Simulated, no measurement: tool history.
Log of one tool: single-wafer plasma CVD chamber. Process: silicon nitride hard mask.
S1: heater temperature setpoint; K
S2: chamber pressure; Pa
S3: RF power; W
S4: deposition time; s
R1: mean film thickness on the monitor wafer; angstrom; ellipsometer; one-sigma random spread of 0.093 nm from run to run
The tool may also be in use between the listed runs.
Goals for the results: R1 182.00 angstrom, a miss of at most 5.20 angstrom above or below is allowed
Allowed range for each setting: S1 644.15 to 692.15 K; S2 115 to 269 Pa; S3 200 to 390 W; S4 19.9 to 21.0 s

run 1 day=0.000 | S1=668.15 S2=192 S3=295 S4=21.0 | R1=233.40
run 2 day=0.058 | S1=668.15 S2=163 S3=295 S4=21.0 | R1=218.61
run 3 day=0.333 | S1=668.15 S2=163 S3=295 S4=19.9 | R1=207.09
run 4 day=0.633 | S1=668.15 S2=196 S3=295 S4=19.9 | R1=219.73
run 5 day=0.817 | S1=668.15 S2=187 S3=290 S4=19.9 | R1=213.74
run 6 day=1.112 | S1=668.15 S2=179 S3=285 S4=19.9 | R1=206.89
-- day=1.450 thermocouple changed; heater temperature recalibrated
run 7 day=1.450 | S1=668.15 S2=179 S3=285 S4=19.9 | R1=208.86
run 8 day=1.721 | S1=668.15 S2=171 S3=280 S4=19.9 | R1=201.05
run 9 day=1.771 | S1=668.15 S2=132 S3=265 S4=19.9 | R1=171.46
run 10 day=2.129 | S1=668.15 S2=135 S3=265 S4=19.9 | R1=172.32
run 11 day=2.362 | S1=668.15 S2=137 S3=265 S4=19.9 | R1=175.15
run 12 day=2.438 | S1=668.15 S2=140 S3=265 S4=19.9 | R1=176.77

Which single option among these 4 for the next run brings every result within its allowed miss of target? Just one does.
run A day=2.512 | S1=676.15 S2=144 S3=285 S4=20.4 | R1=?
run B day=2.512 | S1=662.15 S2=125 S3=320 S4=19.9 | R1=?
run C day=2.512 | S1=677.15 S2=149 S3=285 S4=19.9 | R1=?
run D day=2.512 | S1=667.15 S2=179 S3=230 S4=21.0 | R1=?

move=A R1=194.18
move=B R1=196.34
move=C R1=192.36
move=D R1=179.09
A: moves the result that the last run missed by most past its target, out the other side
B: moves the result that the last run missed by most past its target, out the other side
C: moves the result that the last run missed by most past its target, out the other side
D: each result inside its tolerance
So the answer is move D, the one that meets all the targets.

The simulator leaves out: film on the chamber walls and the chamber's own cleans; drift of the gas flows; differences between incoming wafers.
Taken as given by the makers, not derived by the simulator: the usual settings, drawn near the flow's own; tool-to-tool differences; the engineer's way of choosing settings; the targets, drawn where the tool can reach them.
